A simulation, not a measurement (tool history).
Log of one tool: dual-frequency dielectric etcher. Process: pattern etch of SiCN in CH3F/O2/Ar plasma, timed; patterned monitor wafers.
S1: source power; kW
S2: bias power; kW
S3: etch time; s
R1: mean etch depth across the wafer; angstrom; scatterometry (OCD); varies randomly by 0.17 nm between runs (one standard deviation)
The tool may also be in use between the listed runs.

{"run": 1, "hour": 0.0, "S1": 0.55, "S2": 0.082, "S3": 89.5, "R1": 433.39}
{"run": 2, "hour": 2.8, "S1": 0.51, "S2": 0.076, "S3": 89.5, "R1": 405.69}
{"run": 3, "hour": 3.6, "S1": 0.58, "S2": 0.076, "S3": 89.5, "R1": 428.85}
{"run": 4, "hour": 5.2, "S1": 0.54, "S2": 0.073, "S3": 89.5, "R1": 404.85}
{"run": 5, "hour": 10.4, "S1": 0.54, "S2": 0.084, "S3": 89.5, "R1": 436.69}
{"run": 6, "hour": 11.6, "S1": 0.54, "S2": 0.084, "S3": 89.5, "R1": 436.22}
{"run": 7, "hour": 16.8, "S1": 0.5, "S2": 0.08, "S3": 89.5, "R1": 413.59}
{"run": 8, "hour": 22.9, "S1": 0.47, "S2": 0.076, "S3": 89.5, "R1": 393.52}
{"run": 9, "hour": 27.0, "S1": 0.44, "S2": 0.073, "S3": 89.5, "R1": 374.46}
{"run": 10, "hour": 35.5, "S1": 0.42, "S2": 0.072, "S3": 89.5, "R1": 365.98}
{"run": 11, "hour": 39.6, "S1": 0.33, "S2": 0.06, "S3": 89.5, "R1": 300.26}
{"run": 12, "hour": 46.4, "S1": 0.35, "S2": 0.06, "S3": 89.5, "R1": 307.89}
{"run": 13, "hour": 51.2, "S1": 0.36, "S2": 0.06, "S3": 89.5, "R1": 314.9}
{"run": 14, "hour": 58.7, "S1": 0.37, "S2": 0.06, "S3": 89.5, "R1": 315.99}

Estimate the outcome of run 15 from the log above:
{"run": 15, "hour": 64.4, "S1": 0.38, "S2": 0.06, "S3": 89.5, "R1": "?"}

R1: 319.68 angstrom
